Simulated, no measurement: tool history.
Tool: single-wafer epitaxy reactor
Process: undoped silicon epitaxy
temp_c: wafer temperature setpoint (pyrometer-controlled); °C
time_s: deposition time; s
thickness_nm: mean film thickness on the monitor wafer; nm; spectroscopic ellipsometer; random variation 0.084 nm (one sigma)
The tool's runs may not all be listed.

Run 1, hour 0.0: temp_c 645 °C, time_s 151 s. Result: thickness_nm 23.747 nm.
Run 2, hour 7.5: temp_c 645 °C, time_s 164 s. Result: thickness_nm 25.888 nm.
Run 3, hour 16.1: temp_c 643 °C, time_s 164 s. Result: thickness_nm 24.740 nm.
Run 4, hour 23.2: temp_c 650 °C, time_s 164 s. Result: thickness_nm 29.113 nm.
Run 5, hour 25.7: temp_c 647 °C, time_s 164 s. Result: thickness_nm 27.318 nm.
Run 6, hour 30.5: temp_c 645 °C, time_s 164 s. Result: thickness_nm 25.976 nm.
Run 7, hour 33.6: temp_c 643 °C, time_s 164 s. Result: thickness_nm 24.525 nm.
Run 8, hour 39.6: temp_c 631 °C, time_s 163 s. Result: thickness_nm 18.080 nm.

Forecast run 9:
Run 9, hour 48.4: temp_c 630 °C, time_s 163 s. Result: thickness_nm ?.

Run 9 gave thickness_nm 17.606 nm.

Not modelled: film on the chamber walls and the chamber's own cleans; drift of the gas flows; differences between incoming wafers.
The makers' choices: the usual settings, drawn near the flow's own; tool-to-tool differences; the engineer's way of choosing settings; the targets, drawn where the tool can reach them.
